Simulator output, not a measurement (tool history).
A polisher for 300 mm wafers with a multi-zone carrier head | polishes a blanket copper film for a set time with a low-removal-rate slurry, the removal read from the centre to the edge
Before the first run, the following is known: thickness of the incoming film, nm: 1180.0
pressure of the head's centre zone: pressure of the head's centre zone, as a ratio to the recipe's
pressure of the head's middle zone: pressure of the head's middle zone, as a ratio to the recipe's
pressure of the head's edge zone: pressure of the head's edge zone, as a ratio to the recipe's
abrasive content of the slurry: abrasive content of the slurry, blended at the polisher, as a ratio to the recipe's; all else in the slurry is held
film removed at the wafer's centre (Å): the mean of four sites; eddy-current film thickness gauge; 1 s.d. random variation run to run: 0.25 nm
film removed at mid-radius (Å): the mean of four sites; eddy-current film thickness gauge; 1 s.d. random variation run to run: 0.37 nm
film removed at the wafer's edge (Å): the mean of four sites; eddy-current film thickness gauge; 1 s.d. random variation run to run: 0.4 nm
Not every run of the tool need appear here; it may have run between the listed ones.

run  hour  flow of slurry (ml/min)  pressure of the head's centre zone  pressure of the head's middle zone  pressure of the head's edge zone  abrasive content of the slurry  polishing time (s)  film removed at the wafer's centre (Å)  film removed at mid-radius (Å)  film removed at the wafer's edge (Å)
  1     0                      185                                   1                                   1                                 1                               1                  33                                  466.62                          471.13                                472.78
  2   1.9                      185                                   1                                   1                                 1                             1.1                  33                                  476.13                          485.18                                478.77
  3   5.2                      185                                   1                                1.05                                 1                             1.1                  33                                  480.43                          496.81                                474.87
  4   7.3                      175                                0.99                                   1                              0.96                            0.95                  33                                  452.02                          463.73                                456.82
  5   9.7                      175                                0.99                                1.04                              0.96                            0.95                  33                                  456.56                          476.05                                455.25
  6  15.7                      175                                0.99                                1.04                              0.96                             1.1                  33                                  472.19                          496.92                                465.94
  7  22.9                      175                                0.99                                1.04                              0.96                             1.1                  33                                  467.16                           501.8                                469.02
  8  28.5                      175                                0.98                                1.01                              0.95                             0.9                  33                                  443.41                          465.89                                444.99

What will run 9 give?
  9  34.9                      165                                0.98                                0.96                              0.93                             0.8                  33                                       ?                               ?                                     ?

{"run 9": {"film removed at the wafer's centre (Å)": 434.41, "film removed at mid-radius (Å)": 438.87, "film removed at the wafer's edge (Å)": 431.47}}
